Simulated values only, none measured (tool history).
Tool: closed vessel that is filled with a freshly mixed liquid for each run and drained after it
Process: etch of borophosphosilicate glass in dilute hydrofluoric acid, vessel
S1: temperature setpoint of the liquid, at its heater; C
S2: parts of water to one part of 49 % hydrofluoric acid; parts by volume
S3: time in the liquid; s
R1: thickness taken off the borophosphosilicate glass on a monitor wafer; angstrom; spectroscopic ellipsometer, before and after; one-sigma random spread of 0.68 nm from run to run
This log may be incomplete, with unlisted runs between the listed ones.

run 1 hour=0 | S1=24 S2=65 S3=145 | R1=1031.6
run 2 hour=6 | S1=22.5 S2=65 S3=145 | R1=983.89
run 3 hour=15.1 | S1=22.5 S2=50 S3=145 | R1=1278.9
run 4 hour=21.3 | S1=22.5 S2=30 S3=145 | R1=2214.6
run 5 hour=24 | S1=21 S2=40 S3=145 | R1=1551.5
run 6 hour=25 | S1=20 S2=45 S3=145 | R1=1300.8
run 7 hour=32.7 | S1=19 S2=50 S3=145 | R1=1119.5
run 8 hour=34.7 | S1=18.5 S2=55 S3=145 | R1=965.05
run 9 hour=39.5 | S1=18 S2=55 S3=145 | R1=967.58

Estimate the outcome of run 10 from the log above:
run 10 hour=47.3 | S1=17 S2=70 S3=145 | R1=?

Run 10 gave R1 717.96 angstrom.
